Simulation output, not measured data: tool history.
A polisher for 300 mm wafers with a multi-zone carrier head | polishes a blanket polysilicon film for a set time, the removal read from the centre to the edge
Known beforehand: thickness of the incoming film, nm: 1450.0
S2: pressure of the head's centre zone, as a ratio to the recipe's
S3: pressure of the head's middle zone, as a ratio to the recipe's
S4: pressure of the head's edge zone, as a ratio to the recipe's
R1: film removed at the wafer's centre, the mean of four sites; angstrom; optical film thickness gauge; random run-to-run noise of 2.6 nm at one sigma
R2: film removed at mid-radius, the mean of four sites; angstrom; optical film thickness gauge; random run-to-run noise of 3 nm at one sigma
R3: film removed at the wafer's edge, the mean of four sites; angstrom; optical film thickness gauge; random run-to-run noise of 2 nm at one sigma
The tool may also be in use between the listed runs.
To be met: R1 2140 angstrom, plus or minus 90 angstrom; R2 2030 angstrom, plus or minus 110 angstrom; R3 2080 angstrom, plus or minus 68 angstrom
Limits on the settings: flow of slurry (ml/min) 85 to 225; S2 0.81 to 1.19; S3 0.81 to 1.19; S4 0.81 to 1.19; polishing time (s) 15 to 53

run 1 hour=0 | flow_of_slurry_(ml/min)=145 S2=1 S3=1 S4=1 polishing_time_(s)=34 | R1=3255.8 R2=3164.6 R3=3204
run 2 hour=2.7 | flow_of_slurry_(ml/min)=145 S2=0.94 S3=1 S4=1 polishing_time_(s)=34 | R1=3012.7 R2=3253.3 R3=3262.8
run 3 hour=10.7 | flow_of_slurry_(ml/min)=140 S2=0.95 S3=0.99 S4=0.98 polishing_time_(s)=32 | R1=2824.9 R2=2987.1 R3=2944.6
run 4 hour=17.1 | flow_of_slurry_(ml/min)=140 S2=0.95 S3=0.94 S4=0.98 polishing_time_(s)=32 | R1=2848.2 R2=2905.4 R3=2924.9
run 5 hour=25.1 | flow_of_slurry_(ml/min)=135 S2=0.95 S3=0.92 S4=0.97 polishing_time_(s)=31 | R1=2677.3 R2=2772.9 R3=2876.7
run 6 hour=25.8 | flow_of_slurry_(ml/min)=135 S2=0.95 S3=0.85 S4=0.97 polishing_time_(s)=31 | R1=2768.8 R2=2605.7 R3=2864.4
run 7 hour=27.1 | flow_of_slurry_(ml/min)=135 S2=0.96 S3=0.85 S4=0.95 polishing_time_(s)=29 | R1=2576.5 R2=2494.6 R3=2667.3
-- hour=32.8 worn pad replaced by a new one
run 8 hour=32.8 | flow_of_slurry_(ml/min)=130 S2=0.97 S3=0.84 S4=0.93 polishing_time_(s)=28 | R1=2614.7 R2=2453.9 R3=2648
run 9 hour=35 | flow_of_slurry_(ml/min)=135 S2=0.98 S3=0.85 S4=0.93 polishing_time_(s)=26 | R1=2543.4 R2=2306.9 R3=2461.2
run 10 hour=40.3 | flow_of_slurry_(ml/min)=135 S2=0.97 S3=0.85 S4=0.92 polishing_time_(s)=25 | R1=2390 R2=2200.3 R3=2362.4
run 11 hour=47.7 | flow_of_slurry_(ml/min)=135 S2=0.97 S3=0.86 S4=0.91 polishing_time_(s)=24 | R1=2286.1 R2=2125 R3=2305.4
run 12 hour=49.5 | flow_of_slurry_(ml/min)=135 S2=0.98 S3=0.88 S4=0.9 polishing_time_(s)=23 | R1=2204.6 R2=2077.4 R3=2186.2
run 13 hour=53.9 | flow_of_slurry_(ml/min)=135 S2=0.98 S3=0.88 S4=0.89 polishing_time_(s)=23 | R1=2151.4 R2=2128.7 R3=2177.4

5 next moves are on the table. One of them brings every result within its allowed miss. Which?
run A hour=58.3 | flow_of_slurry_(ml/min)=180 S2=1 S3=0.91 S4=0.96 polishing_time_(s)=21 | R1=? R2=? R3=?
run B hour=58.3 | flow_of_slurry_(ml/min)=145 S2=0.96 S3=0.81 S4=0.94 polishing_time_(s)=23 | R1=? R2=? R3=?
run C hour=58.3 | flow_of_slurry_(ml/min)=110 S2=0.95 S3=0.81 S4=0.93 polishing_time_(s)=24 | R1=? R2=? R3=?
run D hour=58.3 | flow_of_slurry_(ml/min)=135 S2=0.95 S3=0.88 S4=0.87 polishing_time_(s)=24 | R1=? R2=? R3=?
run E hour=58.3 | flow_of_slurry_(ml/min)=120 S2=0.9 S3=0.84 S4=0.81 polishing_time_(s)=25 | R1=? R2=? R3=?

move=A R1=2181.1 R2=2120.2 R3=2100.3
move=B R1=2207.7 R2=2057.5 R3=2231.9
move=C R1=2156.7 R2=2044.5 R3=2241.2
move=D R1=2250.1 R2=2258.6 R3=2246.9
move=E R1=2167.4 R2=2225.3 R3=2254.2
A: in spec on every target
B: its largest miss is bigger than the last run's
C: its largest miss is bigger than the last run's
D: its largest miss is bigger than the last run's
E: its largest miss is bigger than the last run's
Go with A: it meets all targets.
